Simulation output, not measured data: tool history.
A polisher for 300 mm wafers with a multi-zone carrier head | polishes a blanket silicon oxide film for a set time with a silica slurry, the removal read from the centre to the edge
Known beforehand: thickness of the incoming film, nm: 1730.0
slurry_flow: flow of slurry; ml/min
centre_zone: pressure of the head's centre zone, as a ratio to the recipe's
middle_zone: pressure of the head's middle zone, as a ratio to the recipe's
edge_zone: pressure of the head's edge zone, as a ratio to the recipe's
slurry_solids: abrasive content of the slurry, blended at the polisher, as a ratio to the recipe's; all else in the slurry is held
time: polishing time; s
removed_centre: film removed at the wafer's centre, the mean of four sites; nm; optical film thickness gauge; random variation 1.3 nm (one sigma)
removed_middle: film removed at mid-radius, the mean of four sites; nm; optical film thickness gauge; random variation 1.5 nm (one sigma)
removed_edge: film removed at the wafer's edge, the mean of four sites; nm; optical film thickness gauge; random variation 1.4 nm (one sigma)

{"run": 1, "hour": 0.0, "slurry_flow": 215, "centre_zone": 1.0, "middle_zone": 1.0, "edge_zone": 1.0, "slurry_solids": 1.0, "time": 36, "removed_centre": 161.82, "removed_middle": 164.95, "removed_edge": 160.83}
{"run": 2, "hour": 5.6, "slurry_flow": 215, "centre_zone": 1.0, "middle_zone": 1.0, "edge_zone": 1.0, "slurry_solids": 1.0, "time": 43, "removed_centre": 196.43, "removed_middle": 200.45, "removed_edge": 191.38}
{"run": 3, "hour": 7.0, "slurry_flow": 215, "centre_zone": 1.0, "middle_zone": 1.04, "edge_zone": 1.0, "slurry_solids": 1.0, "time": 43, "removed_centre": 195.1, "removed_middle": 203.99, "removed_edge": 194.43}
{"run": 4, "hour": 13.9, "slurry_flow": 215, "centre_zone": 0.99, "middle_zone": 1.03, "edge_zone": 0.98, "slurry_solids": 0.95, "time": 43, "removed_centre": 188.66, "removed_middle": 197.07, "removed_edge": 183.93}
{"run": 5, "hour": 18.6, "slurry_flow": 215, "centre_zone": 1.02, "middle_zone": 1.03, "edge_zone": 0.98, "slurry_solids": 0.95, "time": 43, "removed_centre": 193.54, "removed_middle": 199.26, "removed_edge": 183.51}
{"run": 6, "hour": 25.9, "slurry_flow": 215, "centre_zone": 1.09, "middle_zone": 1.03, "edge_zone": 0.98, "slurry_solids": 0.95, "time": 43, "removed_centre": 203.56, "removed_middle": 199.49, "removed_edge": 185.18}
{"run": 7, "hour": 31.2, "slurry_flow": 210, "centre_zone": 1.07, "middle_zone": 1.02, "edge_zone": 0.97, "slurry_solids": 0.9, "time": 43, "removed_centre": 195.13, "removed_middle": 188.63, "removed_edge": 175.92}
{"run": 8, "hour": 35.9, "slurry_flow": 205, "centre_zone": 1.04, "middle_zone": 1.02, "edge_zone": 0.96, "slurry_solids": 0.85, "time": 43, "removed_centre": 184.21, "removed_middle": 180.15, "removed_edge": 172.22}
{"run": 9, "hour": 36.5, "slurry_flow": 210, "centre_zone": 1.03, "middle_zone": 1.03, "edge_zone": 0.95, "slurry_solids": 0.8, "time": 43, "removed_centre": 176.98, "removed_middle": 175.68, "removed_edge": 158.87}
{"run": 10, "hour": 41.4, "slurry_flow": 205, "centre_zone": 1.01, "middle_zone": 1.03, "edge_zone": 0.94, "slurry_solids": 0.8, "time": 43, "removed_centre": 172.44, "removed_middle": 176.73, "removed_edge": 163.45}
{"run": 11, "hour": 45.0, "slurry_flow": 210, "centre_zone": 1.0, "middle_zone": 1.03, "edge_zone": 0.93, "slurry_solids": 0.75, "time": 43, "removed_centre": 164.72, "removed_middle": 172.95, "removed_edge": 151.89}
{"run": 12, "hour": 53.8, "slurry_flow": 190, "centre_zone": 0.9, "middle_zone": 0.93, "edge_zone": 0.85, "slurry_solids": 0.6, "time": 43, "removed_centre": 120.64, "removed_middle": 131.18, "removed_edge": 122.49}
{"run": 13, "hour": 55.7, "slurry_flow": 190, "centre_zone": 0.9, "middle_zone": 0.93, "edge_zone": 0.85, "slurry_solids": 0.6, "time": 43, "removed_centre": 123.52, "removed_middle": 130.7, "removed_edge": 122.0}
{"run": 14, "hour": 58.2, "slurry_flow": 195, "centre_zone": 0.9, "middle_zone": 0.94, "edge_zone": 0.85, "slurry_solids": 0.6, "time": 43, "removed_centre": 119.93, "removed_middle": 130.77, "removed_edge": 122.27}
{"run": 15, "hour": 60.5, "slurry_flow": 195, "centre_zone": 0.91, "middle_zone": 0.95, "edge_zone": 0.85, "slurry_solids": 0.6, "time": 43, "removed_centre": 124.96, "removed_middle": 129.29, "removed_edge": 125.24}

Run 16 comes next. What will it give?
{"run": 16, "hour": 68.9, "slurry_flow": 185, "centre_zone": 0.92, "middle_zone": 0.96, "edge_zone": 0.86, "slurry_solids": 0.6, "time": 43, "removed_centre": "?", "removed_middle": "?", "removed_edge": "?"}

removed_centre: 124.30 nm
removed_middle: 130.78 nm
removed_edge: 121.15 nm
